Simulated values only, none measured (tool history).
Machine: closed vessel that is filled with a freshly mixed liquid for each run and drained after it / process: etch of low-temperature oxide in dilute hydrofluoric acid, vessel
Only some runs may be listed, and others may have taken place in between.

run	day	temperature setpoint of the liquid (K)	parts of water to one part of 49 % hydrofluoric acid (parts by volume)	time in the liquid (s)	thickness taken off the low-temperature oxide on a monitor wafer (nm)
1	0	297.15	205	170	22.905
2	0.212	297.15	205	180	24.244
3	0.558	295.15	205	180	22.837
4	0.7	295.15	205	180	22.763
5	1.071	293.65	205	180	21.361
6	1.454	292.65	205	180	20.692
7	1.567	292.15	205	180	20.307
8	1.604	291.65	205	180	19.633

For run 9, what comes out?
9	1.838	291.15	205	180	?

For run 9 the tool returned thickness taken off the low-temperature oxide on a monitor wafer (nm) 19.33.

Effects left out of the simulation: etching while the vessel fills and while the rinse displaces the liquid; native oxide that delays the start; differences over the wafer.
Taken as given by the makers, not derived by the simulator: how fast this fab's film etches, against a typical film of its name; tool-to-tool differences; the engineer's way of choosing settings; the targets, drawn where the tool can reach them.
